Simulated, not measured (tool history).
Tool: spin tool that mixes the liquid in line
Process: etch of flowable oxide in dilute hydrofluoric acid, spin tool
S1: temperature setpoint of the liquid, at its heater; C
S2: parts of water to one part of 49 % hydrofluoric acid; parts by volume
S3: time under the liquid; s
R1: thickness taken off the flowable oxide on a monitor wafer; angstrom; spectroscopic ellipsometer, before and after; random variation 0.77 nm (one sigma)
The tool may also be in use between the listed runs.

Run 1, hour 0.0: S1 23.0 C, S2 70 parts by volume, S3 50 s. Result: R1 443.00 angstrom.
Run 2, hour 5.3: S1 24.0 C, S2 65 parts by volume, S3 50 s. Result: R1 506.19 angstrom.
Run 3, hour 13.7: S1 24.0 C, S2 45 parts by volume, S3 50 s. Result: R1 735.61 angstrom.
Run 4, hour 17.6: S1 24.0 C, S2 55 parts by volume, S3 50 s. Result: R1 604.20 angstrom.
Run 5, hour 25.9: S1 24.0 C, S2 35 parts by volume, S3 50 s. Result: R1 970.60 angstrom.
Run 6, hour 31.6: S1 24.0 C, S2 20 parts by volume, S3 50 s. Result: R1 1735.80 angstrom.
Run 7, hour 35.9: S1 23.5 C, S2 25 parts by volume, S3 50 s. Result: R1 1358.60 angstrom.
Run 8, hour 39.1: S1 19.5 C, S2 25 parts by volume, S3 50 s. Result: R1 1143.80 angstrom.
Run 9, hour 42.8: S1 19.0 C, S2 25 parts by volume, S3 50 s. Result: R1 1101.60 angstrom.
Run 10, hour 49.2: S1 18.5 C, S2 25 parts by volume, S3 50 s. Result: R1 1086.60 angstrom.
Run 11, hour 50.3: S1 17.0 C, S2 35 parts by volume, S3 50 s. Result: R1 726.93 angstrom.

Run 12 comes next. What will it give?
Run 12, hour 53.0: S1 20.0 C, S2 35 parts by volume, S3 50 s. Result: R1 ?.

{"run 12": {"R1": 823.95}}
